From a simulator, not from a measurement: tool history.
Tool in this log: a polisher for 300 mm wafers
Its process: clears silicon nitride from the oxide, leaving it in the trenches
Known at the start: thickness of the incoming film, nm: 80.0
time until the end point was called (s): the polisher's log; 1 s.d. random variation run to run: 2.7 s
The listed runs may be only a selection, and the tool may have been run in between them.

| run | hour | flow of slurry (ml/min) | pressure of the wafer on the pad (kPa) | speed of the pad under the wafer (m/s) | overpolish time after the end point (s) | time until the end point was called (s) |
|---|---|---|---|---|---|---|
| 1 | 0.0 | 160 | 11.7 | 1.18 | 4 | 119.36 |
| 2 | 2.5 | 160 | 11.0 | 1.18 | 4 | 119.02 |
| 3 | 6.7 | 195 | 11.0 | 1.18 | 4 | 114.23 |
| 4 | 8.0 | 195 | 11.0 | 0.90 | 4 | 149.53 |
| 5 | 12.7 | 195 | 12.4 | 0.90 | 4 | 142.30 |
| 6 | 14.4 | 195 | 12.4 | 0.90 | 3 | 140.55 |

The next listed run, before its measurement:
|  | 20.9 | slurry nozzle cleaned |
| 7 | 20.9 | 190 | 11.7 | 0.90 | 3 | ? |

time until the end point was called (s): 128.52
